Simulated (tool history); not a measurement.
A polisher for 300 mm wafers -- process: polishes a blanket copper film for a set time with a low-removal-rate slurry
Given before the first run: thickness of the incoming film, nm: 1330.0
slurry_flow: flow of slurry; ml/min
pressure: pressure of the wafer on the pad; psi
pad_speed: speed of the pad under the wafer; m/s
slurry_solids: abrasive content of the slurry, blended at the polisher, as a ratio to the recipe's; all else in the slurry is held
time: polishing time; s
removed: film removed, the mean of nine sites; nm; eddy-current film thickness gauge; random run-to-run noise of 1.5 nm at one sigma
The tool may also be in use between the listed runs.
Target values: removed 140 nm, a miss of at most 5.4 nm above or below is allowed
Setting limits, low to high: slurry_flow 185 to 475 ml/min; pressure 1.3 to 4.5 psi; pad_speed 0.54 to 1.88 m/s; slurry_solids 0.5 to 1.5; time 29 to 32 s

Run 1, hour 0: slurry_flow 305 ml/min, pressure 2.9 psi, pad_speed 1.2 m/s, slurry_solids 1, time 32 s. Result: removed 101.62 nm.
Run 2, hour 1.7: slurry_flow 305 ml/min, pressure 2.9 psi, pad_speed 1.2 m/s, slurry_solids 1, time 32 s. Result: removed 99.811 nm.
Run 3, hour 5.4: slurry_flow 305 ml/min, pressure 2.9 psi, pad_speed 1.38 m/s, slurry_solids 1, time 32 s. Result: removed 110.09 nm.
Run 4, hour 13.7: slurry_flow 305 ml/min, pressure 3 psi, pad_speed 1.38 m/s, slurry_solids 1, time 32 s. Result: removed 114.15 nm.
Run 5, hour 17.2: slurry_flow 330 ml/min, pressure 3 psi, pad_speed 1.38 m/s, slurry_solids 1, time 32 s. Result: removed 113.98 nm.
Run 6, hour 18.1: slurry_flow 330 ml/min, pressure 3 psi, pad_speed 1.38 m/s, slurry_solids 1, time 29 s. Result: removed 103.62 nm.
Run 7, hour 21.9: slurry_flow 330 ml/min, pressure 3.8 psi, pad_speed 1.4 m/s, slurry_solids 1, time 29 s. Result: removed 131.54 nm.
Run 8, hour 25.1: slurry_flow 330 ml/min, pressure 3.9 psi, pad_speed 1.4 m/s, slurry_solids 1, time 29 s. Result: removed 132.79 nm.
Run 9, hour 29.3: slurry_flow 330 ml/min, pressure 4 psi, pad_speed 1.4 m/s, slurry_solids 1, time 29 s. Result: removed 134.36 nm.

Which of these 5 next moves meets every target?
Run A, hour 33.5: slurry_flow 350 ml/min, pressure 3.5 psi, pad_speed 1.28 m/s, slurry_solids 1, time 31 s. Result: removed ?.
Run B, hour 33.5: slurry_flow 335 ml/min, pressure 4 psi, pad_speed 1.46 m/s, slurry_solids 0.95, time 30 s. Result: removed ?.
Run C, hour 33.5: slurry_flow 350 ml/min, pressure 3.7 psi, pad_speed 1.32 m/s, slurry_solids 1, time 30 s. Result: removed ?.
Run D, hour 33.5: slurry_flow 390 ml/min, pressure 3.7 psi, pad_speed 1.28 m/s, slurry_solids 0.85, time 32 s. Result: removed ?.
Run E, hour 33.5: slurry_flow 365 ml/min, pressure 4.4 psi, pad_speed 1.02 m/s, slurry_solids 0.85, time 32 s. Result: removed ?.

move  removed
   A   121.41
   B   140.78
   C   125.61
   D    126.7
   E   128.32
A: misses by more than the last run did
B: every result within its allowed miss
C: misses by more than the last run did
D: misses by more than the last run did
E: misses by more than the last run did
Correct choice: B, which meets every target
